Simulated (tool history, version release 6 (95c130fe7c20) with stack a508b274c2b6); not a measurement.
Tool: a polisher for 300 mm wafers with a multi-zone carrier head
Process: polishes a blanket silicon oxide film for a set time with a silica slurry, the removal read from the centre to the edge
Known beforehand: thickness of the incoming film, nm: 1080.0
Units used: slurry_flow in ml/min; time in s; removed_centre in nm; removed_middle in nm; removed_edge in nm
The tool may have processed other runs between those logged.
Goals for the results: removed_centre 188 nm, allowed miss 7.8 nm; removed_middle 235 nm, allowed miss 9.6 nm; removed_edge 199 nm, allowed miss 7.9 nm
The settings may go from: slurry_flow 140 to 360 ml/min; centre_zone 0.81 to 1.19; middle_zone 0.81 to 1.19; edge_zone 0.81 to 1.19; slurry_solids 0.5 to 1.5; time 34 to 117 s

run  hour  slurry_flow  centre_zone  middle_zone  edge_zone  slurry_solids  time  removed_centre  removed_middle  removed_edge
  1     0          230            1            1          1              1    75          269.62          243.63        244.84
  2   1.8          230            1         1.07          1              1    75          257.87          263.62        245.83
  3   3.2          230            1         1.03          1              1    75          262.78          252.38        245.98
  4     7          230            1         1.03          1              1    83          301.04          274.56        272.68
  5   7.9          225         0.95         1.06       0.96           0.85    82          264.56          272.57        254.15
  6  16.8          195         0.95         1.06       0.96           0.85    82          253.43          259.96        244.65
  7  25.7          185         0.92         1.08       0.94           0.75    81          230.36          253.41        224.69
  8  27.1          185         0.92         1.08       0.94           0.75    81          228.59           255.6        228.79
  9  31.2          175         0.82          1.1       0.85            0.5    80          180.72          226.32        190.38
 10  32.3          180         0.82          1.1       0.86            0.5    80          184.45          219.86        193.43

Which one of the following 5 next-run settings gets every result inside its allowed miss? There is exactly one.
  A  33.4          245         0.86         1.01       1.01            0.5    73               ?               ?             ?
  B  33.4          160         0.87         1.05       0.88            0.5    78               ?               ?             ?
  C  33.4          230         0.86            1       0.91            0.5    76               ?               ?             ?
  D  33.4          220         0.83         1.14        0.9            0.5    79               ?               ?             ?
  E  33.4          205         0.89         1.11       0.84            0.5    76               ?               ?             ?

move  removed_centre  removed_middle  removed_edge
   A          183.28          201.94        197.19
   B           183.1          207.83        187.37
   C          189.03          206.77        194.21
   D          188.48          238.87        199.54
   E          192.13          222.16        184.67
A: misses by more than the last run did
B: misses by more than the last run did
C: misses by more than the last run did
D: hits every target within its allowed miss
E: misses by more than the last run did
D meets every target.

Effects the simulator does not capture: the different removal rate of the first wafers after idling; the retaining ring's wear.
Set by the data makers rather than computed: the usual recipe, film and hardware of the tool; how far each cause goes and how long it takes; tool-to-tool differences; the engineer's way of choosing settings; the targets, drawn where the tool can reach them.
